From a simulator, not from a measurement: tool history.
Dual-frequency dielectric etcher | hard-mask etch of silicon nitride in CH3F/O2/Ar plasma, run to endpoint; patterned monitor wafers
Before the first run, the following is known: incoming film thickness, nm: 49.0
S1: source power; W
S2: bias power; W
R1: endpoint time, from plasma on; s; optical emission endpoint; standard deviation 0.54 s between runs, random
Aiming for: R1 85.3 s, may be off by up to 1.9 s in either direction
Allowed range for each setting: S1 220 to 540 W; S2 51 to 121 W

run,hour,S1,S2,R1
1,0,380,86,72.186
2,5.7,340,83,75.728
3,10,340,69,79.114
4,15.4,320,68,80.04
5,23.1,300,66,81.542
6,25.2,330,66,80.173
7,32.1,310,64,81.767
8,40.2,310,64,82.73

5 candidate next runs follow, results not yet known. Just one meets every target within its allowed miss. Identify it.
A,48.3,320,68,?
B,48.3,350,67,?
C,48.3,340,58,?
D,48.3,280,64,?
E,48.3,260,97,?

move,R1
A,80.773
B,78.85
C,82.06
D,85.204
E,78.664
A: moves away from the targets compared with the last run
B: moves away from the targets compared with the last run
C: moves away from the targets compared with the last run
D: each result inside its tolerance
E: moves away from the targets compared with the last run
The right move is D.

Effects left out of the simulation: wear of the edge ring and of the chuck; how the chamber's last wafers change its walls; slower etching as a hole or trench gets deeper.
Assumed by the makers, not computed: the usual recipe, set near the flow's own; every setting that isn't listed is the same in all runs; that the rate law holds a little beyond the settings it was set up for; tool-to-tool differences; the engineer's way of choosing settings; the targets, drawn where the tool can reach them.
